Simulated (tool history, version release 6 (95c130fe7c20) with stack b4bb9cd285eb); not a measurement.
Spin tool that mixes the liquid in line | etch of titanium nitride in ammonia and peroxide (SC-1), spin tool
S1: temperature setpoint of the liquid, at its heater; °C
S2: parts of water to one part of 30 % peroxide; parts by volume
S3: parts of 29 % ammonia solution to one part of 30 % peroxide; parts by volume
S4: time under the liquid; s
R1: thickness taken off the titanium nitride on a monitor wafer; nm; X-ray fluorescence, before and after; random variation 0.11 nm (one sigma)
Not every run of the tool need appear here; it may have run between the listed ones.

{"run": 1, "hour": 0.0, "S1": 56.0, "S2": 6.5, "S3": 0.7, "S4": 315, "R1": 20.661}
{"run": 2, "hour": 8.1, "S1": 56.0, "S2": 6.5, "S3": 0.7, "S4": 315, "R1": 20.665}
{"run": 3, "hour": 11.4, "S1": 56.0, "S2": 7.5, "S3": 0.7, "S4": 315, "R1": 19.091}
{"run": 4, "hour": 20.1, "S1": 56.0, "S2": 7.5, "S3": 0.85, "S4": 315, "R1": 19.864}
{"run": 5, "hour": 24.1, "S1": 56.0, "S2": 6.5, "S3": 0.85, "S4": 315, "R1": 21.34}
{"run": 6, "hour": 27.9, "S1": 55.0, "S2": 6.5, "S3": 0.85, "S4": 315, "R1": 19.757}
{"run": 7, "hour": 32.2, "S1": 54.0, "S2": 6.5, "S3": 0.85, "S4": 315, "R1": 18.636}
{"run": 8, "hour": 37.3, "S1": 53.5, "S2": 6.5, "S3": 0.85, "S4": 315, "R1": 17.824}

What will run 9 give?
{"run": 9, "hour": 42.5, "S1": 53.0, "S2": 6.5, "S3": 0.85, "S4": 315, "R1": "?"}

{"run 9": {"R1": 17.202}}
